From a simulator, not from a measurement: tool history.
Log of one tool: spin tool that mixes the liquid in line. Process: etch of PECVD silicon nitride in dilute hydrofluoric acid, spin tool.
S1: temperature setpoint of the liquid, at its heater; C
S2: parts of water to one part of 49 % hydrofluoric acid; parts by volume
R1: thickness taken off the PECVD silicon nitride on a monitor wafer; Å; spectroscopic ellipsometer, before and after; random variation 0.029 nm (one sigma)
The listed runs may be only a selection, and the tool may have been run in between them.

{"run": 1, "hour": 0.0, "S1": 25.0, "S2": 240, "time under the liquid (s)": 280, "R1": 33.312}
{"run": 2, "hour": 2.1, "S1": 27.0, "S2": 240, "time under the liquid (s)": 280, "R1": 38.783}
{"run": 3, "hour": 5.4, "S1": 25.5, "S2": 240, "time under the liquid (s)": 280, "R1": 35.566}
{"run": 4, "hour": 8.8, "S1": 24.5, "S2": 240, "time under the liquid (s)": 280, "R1": 32.136}
{"run": 5, "hour": 10.4, "S1": 24.0, "S2": 240, "time under the liquid (s)": 280, "R1": 31.851}
{"run": 6, "hour": 13.6, "S1": 27.0, "S2": 240, "time under the liquid (s)": 280, "R1": 37.925}
{"run": 7, "hour": 21.9, "S1": 25.5, "S2": 240, "time under the liquid (s)": 280, "R1": 34.802}
{"run": 8, "hour": 25.0, "S1": 25.5, "S2": 240, "time under the liquid (s)": 280, "R1": 34.912}

Estimate the outcome of run 9 from the log above:
{"run": 9, "hour": 32.8, "S1": 24.5, "S2": 240, "time under the liquid (s)": 280, "R1": "?"}

{"run 9": {"R1": 32.551}}
